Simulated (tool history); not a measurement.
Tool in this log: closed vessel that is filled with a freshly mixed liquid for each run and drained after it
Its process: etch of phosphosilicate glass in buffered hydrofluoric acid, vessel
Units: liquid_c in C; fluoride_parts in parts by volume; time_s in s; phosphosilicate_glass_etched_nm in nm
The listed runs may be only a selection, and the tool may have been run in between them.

run	hour	liquid_c	fluoride_parts	time_s	phosphosilicate_glass_etched_nm
1	0.0	21.0	7.0	90	981.15
2	1.6	20.5	7.5	90	886.49
3	7.5	20.0	8.0	90	805.74
4	12.7	20.0	8.0	100	895.98
5	17.9	20.0	6.0	100	1173.00
6	25.4	22.0	6.0	100	1302.90
7	30.8	21.0	7.0	100	1084.40
8	36.6	20.5	7.5	100	984.38
9	41.3	20.0	8.0	100	891.01

Run 10, settings as shown, results not yet in. Your forecast:
10	45.7	17.0	10.5	100	?

{"run 10": {"phosphosilicate_glass_etched_nm": 585.84}}
